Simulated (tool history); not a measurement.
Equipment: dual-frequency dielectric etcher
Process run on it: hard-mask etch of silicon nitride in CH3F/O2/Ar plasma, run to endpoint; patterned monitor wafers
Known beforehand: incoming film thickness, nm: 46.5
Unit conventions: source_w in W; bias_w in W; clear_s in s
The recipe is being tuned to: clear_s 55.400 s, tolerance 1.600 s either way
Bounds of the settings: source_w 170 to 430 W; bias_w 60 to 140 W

Run 1, day 0.000: source_w 300 W, bias_w 100 W. Result: clear_s 68.757 s.
Run 2, day 0.346: source_w 330 W, bias_w 107 W. Result: clear_s 64.255 s.
Run 3, day 0.675: source_w 350 W, bias_w 110 W. Result: clear_s 61.700 s.
Run 4, day 0.808: source_w 350 W, bias_w 93 W. Result: clear_s 67.266 s.
Run 5, day 1.083: source_w 370 W, bias_w 100 W. Result: clear_s 63.142 s.
Run 6, day 1.192: source_w 390 W, bias_w 104 W. Result: clear_s 61.238 s.
Run 7, day 1.262: source_w 400 W, bias_w 108 W. Result: clear_s 59.249 s.
Run 8, day 1.371: source_w 400 W, bias_w 108 W. Result: clear_s 58.604 s.

Below are 4 possible settings for the next run. Only one of them brings all results inside the allowed miss of their targets. Which is it?
Run A, day 1.479: source_w 430 W, bias_w 135 W. Result: clear_s ?.
Run B, day 1.479: source_w 430 W, bias_w 131 W. Result: clear_s ?.
Run C, day 1.479: source_w 430 W, bias_w 125 W. Result: clear_s ?.
Run D, day 1.479: source_w 430 W, bias_w 113 W. Result: clear_s ?.

move  clear_s
   A   51.057
   B   51.819
   C   53.034
   D   55.768
A: the result that was furthest off in the last run now lies on the other side of its target
B: the result that was furthest off in the last run now lies on the other side of its target
C: the result that was furthest off in the last run now lies on the other side of its target
D: hits every target within its allowed miss
Answer: D
